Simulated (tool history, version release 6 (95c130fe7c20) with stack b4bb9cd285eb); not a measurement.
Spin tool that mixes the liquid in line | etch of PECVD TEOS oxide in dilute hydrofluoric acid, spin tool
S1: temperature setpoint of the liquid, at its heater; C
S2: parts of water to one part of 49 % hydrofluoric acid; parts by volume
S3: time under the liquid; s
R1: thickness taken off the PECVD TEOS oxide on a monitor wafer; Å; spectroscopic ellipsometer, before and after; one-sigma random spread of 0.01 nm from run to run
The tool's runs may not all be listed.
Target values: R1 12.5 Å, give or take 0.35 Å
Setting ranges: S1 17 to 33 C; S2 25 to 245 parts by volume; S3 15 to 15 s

run	hour	S1	S2	S3	R1
1	0	25	135	15	17.814
2	7.6	25	95	15	26.465
3	11.9	22	95	15	23.534
4	12.9	22	95	15	23.546
5	19.1	19	95	15	21.02
6	24.1	18.5	110	15	17.377
7	27.3	18	120	15	15.639
8	31.3	17.5	125	15	14.729
9	39.1	17.5	130	15	13.733
10	41.1	17.5	135	15	13.033

4 candidate next runs follow, results not yet known. Just one meets every target within its allowed miss. Identify it.
A	43.1	17	150	15	?
B	43.1	18.5	155	15	?
C	43.1	17	140	15	?
D	43.1	17.5	150	15	?

move	R1
A	11.439
B	11.708
C	12.376
D	11.675
A: the result that was furthest off in the last run now lies on the other side of its target
B: the result that was furthest off in the last run now lies on the other side of its target
C: all results land within tolerance of their targets
D: the result that was furthest off in the last run now lies on the other side of its target
The move that meets every target is C.
